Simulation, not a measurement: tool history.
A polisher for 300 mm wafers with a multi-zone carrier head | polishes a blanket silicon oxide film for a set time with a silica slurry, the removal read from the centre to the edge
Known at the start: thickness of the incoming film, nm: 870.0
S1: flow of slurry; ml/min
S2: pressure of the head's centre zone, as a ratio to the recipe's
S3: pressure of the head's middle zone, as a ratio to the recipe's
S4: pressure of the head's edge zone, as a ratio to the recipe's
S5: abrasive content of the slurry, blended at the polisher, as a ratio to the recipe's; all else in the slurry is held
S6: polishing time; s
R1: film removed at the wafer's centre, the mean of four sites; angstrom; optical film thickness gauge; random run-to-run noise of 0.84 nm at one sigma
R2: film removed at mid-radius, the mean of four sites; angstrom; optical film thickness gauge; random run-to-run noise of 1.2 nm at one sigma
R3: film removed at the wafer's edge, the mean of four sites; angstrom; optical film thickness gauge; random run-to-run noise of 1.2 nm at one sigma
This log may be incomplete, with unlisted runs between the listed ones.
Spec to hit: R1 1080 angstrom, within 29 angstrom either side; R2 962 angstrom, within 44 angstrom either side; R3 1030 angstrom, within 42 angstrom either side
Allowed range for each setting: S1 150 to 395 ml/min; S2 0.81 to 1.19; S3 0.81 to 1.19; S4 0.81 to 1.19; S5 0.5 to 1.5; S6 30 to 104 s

Run 1, hour 0: S1 250 ml/min, S2 1, S3 1, S4 1, S5 1, S6 67 s. Result: R1 1822.8 angstrom, R2 2030.5 angstrom, R3 2059.5 angstrom.
Run 2, hour 1.6: S1 285 ml/min, S2 1, S3 1, S4 1, S5 1, S6 67 s. Result: R1 1822.7 angstrom, R2 2131.7 angstrom, R3 2057.8 angstrom.
Run 3, hour 5: S1 285 ml/min, S2 1, S3 1, S4 1, S5 1, S6 80 s. Result: R1 2191.7 angstrom, R2 2540.6 angstrom, R3 2431.3 angstrom.
Run 4, hour 7.6: S1 285 ml/min, S2 1, S3 1.05, S4 1, S5 1, S6 80 s. Result: R1 2162.8 angstrom, R2 2666.1 angstrom, R3 2460.3 angstrom.
Run 5, hour 10.9: S1 275 ml/min, S2 1.01, S3 1, S4 0.96, S5 0.9, S6 70 s. Result: R1 1780.2 angstrom, R2 2100.5 angstrom, R3 2003.8 angstrom.
Run 6, hour 19.1: S1 270 ml/min, S2 1.05, S3 0.96, S4 0.93, S5 0.8, S6 62 s. Result: R1 1531.1 angstrom, R2 1594 angstrom, R3 1566.1 angstrom.
Run 7, hour 27.3: S1 265 ml/min, S2 1.05, S3 0.93, S4 0.91, S5 0.75, S6 59 s. Result: R1 1365.7 angstrom, R2 1425 angstrom, R3 1430.2 angstrom.
Run 8, hour 29.5: S1 275 ml/min, S2 1.15, S3 0.83, S4 0.82, S5 0.5, S6 47 s. Result: R1 819.49 angstrom, R2 696.76 angstrom, R3 741.11 angstrom.
Run 9, hour 34.1: S1 275 ml/min, S2 1.15, S3 0.83, S4 0.82, S5 0.5, S6 47 s. Result: R1 816.94 angstrom, R2 717.6 angstrom, R3 745.34 angstrom.
Run 10, hour 36.7: S1 285 ml/min, S2 1.16, S3 0.85, S4 0.88, S5 0.5, S6 46 s. Result: R1 813.01 angstrom, R2 714.26 angstrom, R3 753.75 angstrom.
Run 11, hour 40.7: S1 280 ml/min, S2 1.16, S3 0.86, S4 0.9, S5 0.6, S6 46 s. Result: R1 986.78 angstrom, R2 865.63 angstrom, R3 911.3 angstrom.
At hour 46.8: centre zone pressure recalibrated.
Run 12, hour 46.8: S1 280 ml/min, S2 1.16, S3 0.87, S4 0.93, S5 0.6, S6 46 s. Result: R1 1103.9 angstrom, R2 902.22 angstrom, R3 936.75 angstrom.

Consider the 4 candidate settings below. Which is the only one whose results all fall within their allowed miss of target?
Run A, hour 52.9: S1 360 ml/min, S2 0.99, S3 0.82, S4 0.85, S5 0.7, S6 45 s. Result: R1 ?, R2 ?, R3 ?.
Run B, hour 52.9: S1 285 ml/min, S2 1.17, S3 0.82, S4 0.94, S5 0.6, S6 44 s. Result: R1 ?, R2 ?, R3 ?.
Run C, hour 52.9: S1 200 ml/min, S2 1.18, S3 0.82, S4 0.98, S5 0.75, S6 41 s. Result: R1 ?, R2 ?, R3 ?.
Run D, hour 52.9: S1 325 ml/min, S2 1.11, S3 0.89, S4 0.94, S5 0.8, S6 39 s. Result: R1 ?, R2 ?, R3 ?.

move      R1      R2      R3
   A  1081.8  960.56  1029.1
   B  1053.7  800.88  904.14
   C  1134.6  859.94  1002.3
   D  1144.2  975.93  1025.5
A: meets every target
B: further off than the last run
C: corrects the largest miss of the last run, while another result sits out of spec
D: corrects the largest miss of the last run, while another result sits out of spec
A is the move that brings every result within its allowed miss.

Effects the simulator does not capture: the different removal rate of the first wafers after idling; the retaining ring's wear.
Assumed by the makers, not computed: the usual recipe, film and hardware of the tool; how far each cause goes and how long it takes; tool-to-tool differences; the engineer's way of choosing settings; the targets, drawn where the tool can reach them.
